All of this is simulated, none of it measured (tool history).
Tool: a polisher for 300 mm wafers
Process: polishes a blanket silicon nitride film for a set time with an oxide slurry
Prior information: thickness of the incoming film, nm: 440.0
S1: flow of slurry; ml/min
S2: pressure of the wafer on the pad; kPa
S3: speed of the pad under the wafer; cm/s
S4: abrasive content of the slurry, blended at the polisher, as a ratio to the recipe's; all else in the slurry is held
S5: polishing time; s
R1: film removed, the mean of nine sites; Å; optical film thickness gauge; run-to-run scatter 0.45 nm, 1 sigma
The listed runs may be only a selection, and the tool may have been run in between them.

| run | day | S1 | S2 | S3 | S4 | S5 | R1 |
|---|---|---|---|---|---|---|---|
| 1 | 0 | 205 | 22.1 | 108 | 1 | 89 | 624.94 |
| 2 | 0.338 | 205 | 22.1 | 108 | 1.15 | 89 | 666.48 |
| 3 | 0.558 | 205 | 21.4 | 108 | 1.15 | 89 | 658.87 |
| 4 | 0.867 | 205 | 20.7 | 108 | 1.15 | 89 | 641.08 |
| 5 | 1.138 | 155 | 20.7 | 108 | 1.15 | 89 | 617.37 |
| 6 | 1.167 | 155 | 20.7 | 120 | 1.15 | 89 | 664.69 |
| 7 | 1.288 | 155 | 20 | 120 | 1.15 | 89 | 636.45 |
| 8 | 1.546 | 155 | 19.3 | 120 | 1.15 | 89 | 632.02 |
| 9 | 1.783 | 155 | 18.6 | 120 | 1.15 | 89 | 596.26 |

The next listed run, before its measurement:
| 10 | 1.854 | 155 | 17.9 | 120 | 1.15 | 89 | ? |

{"run 10": {"R1": 582.8}}
